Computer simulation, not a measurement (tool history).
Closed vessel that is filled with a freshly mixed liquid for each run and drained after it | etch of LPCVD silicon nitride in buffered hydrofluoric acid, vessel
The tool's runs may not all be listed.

run  hour  temperature setpoint of the liquid (C)  parts of 40 % ammonium fluoride to one part of 49 % hydrofluoric acid (parts by volume)  time in the liquid (s)  thickness taken off the LPCVD silicon nitride on a monitor wafer (angstrom)
  1   0.0                                    24.0                                                                                      9.5                    2845                                                                       433.38
  2   7.9                                    23.0                                                                                      9.5                    2845                                                                       413.34
  3  11.0                                    24.5                                                                                      9.5                    2845                                                                       445.57
  4  19.5                                    23.0                                                                                      9.5                    2845                                                                       411.76
  5  22.2                                    19.5                                                                                      9.5                    2845                                                                       339.72
  6  27.7                                    19.5                                                                                      7.0                    2845                                                                       463.51
  7  37.2                                    19.0                                                                                      7.5                    2845                                                                       419.50
  8  40.5                                    19.0                                                                                      7.5                    2845                                                                       416.66
  9  43.3                                    18.5                                                                                      7.5                    2845                                                                       406.00

What does the tool deliver on the next run?
 10  51.7                                    18.0                                                                                      7.5                    2845                                                                            ?

For run 10 the tool returned thickness taken off the LPCVD silicon nitride on a monitor wafer (angstrom) 392.29.
